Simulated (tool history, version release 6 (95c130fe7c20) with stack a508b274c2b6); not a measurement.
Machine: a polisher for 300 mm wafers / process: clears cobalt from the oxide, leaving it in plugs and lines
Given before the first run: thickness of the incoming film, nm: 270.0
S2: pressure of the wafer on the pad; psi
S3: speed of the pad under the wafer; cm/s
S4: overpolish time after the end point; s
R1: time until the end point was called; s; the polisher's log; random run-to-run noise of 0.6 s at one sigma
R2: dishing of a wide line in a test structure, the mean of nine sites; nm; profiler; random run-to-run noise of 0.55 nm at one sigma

Run 1, day 0.000: flow of slurry (ml/min) 145, S2 1.3 psi, S3 126 cm/s, S4 13 s. Result: R1 66.746 s, R2 33.807 nm.
Run 2, day 0.279: flow of slurry (ml/min) 145, S2 1.3 psi, S3 126 cm/s, S4 9 s. Result: R1 67.894 s, R2 25.673 nm.
Run 3, day 0.446: flow of slurry (ml/min) 140, S2 1.3 psi, S3 126 cm/s, S4 10 s. Result: R1 67.716 s, R2 27.444 nm.
Run 4, day 0.504: flow of slurry (ml/min) 140, S2 1.3 psi, S3 126 cm/s, S4 15 s. Result: R1 68.932 s, R2 35.701 nm.
Run 5, day 0.833: flow of slurry (ml/min) 145, S2 1.3 psi, S3 126 cm/s, S4 15 s. Result: R1 68.415 s, R2 35.735 nm.
Run 6, day 1.067: flow of slurry (ml/min) 145, S2 1.3 psi, S3 126 cm/s, S4 16 s. Result: R1 66.770 s, R2 37.261 nm.
Run 7, day 1.388: flow of slurry (ml/min) 145, S2 1.3 psi, S3 126 cm/s, S4 17 s. Result: R1 68.239 s, R2 38.359 nm.
Run 8, day 1.558: flow of slurry (ml/min) 150, S2 1.5 psi, S3 126 cm/s, S4 19 s. Result: R1 58.933 s, R2 45.104 nm.
Run 9, day 1.888: flow of slurry (ml/min) 160, S2 1.6 psi, S3 128 cm/s, S4 20 s. Result: R1 52.908 s, R2 46.546 nm.

Run 10 is up next; what results do you expect?
Run 10, day 2.225: flow of slurry (ml/min) 155, S2 1.6 psi, S3 128 cm/s, S4 20 s. Result: R1 ?, R2 ?.

For run 10 the tool returned R1 54.287 s, R2 46.403 nm.

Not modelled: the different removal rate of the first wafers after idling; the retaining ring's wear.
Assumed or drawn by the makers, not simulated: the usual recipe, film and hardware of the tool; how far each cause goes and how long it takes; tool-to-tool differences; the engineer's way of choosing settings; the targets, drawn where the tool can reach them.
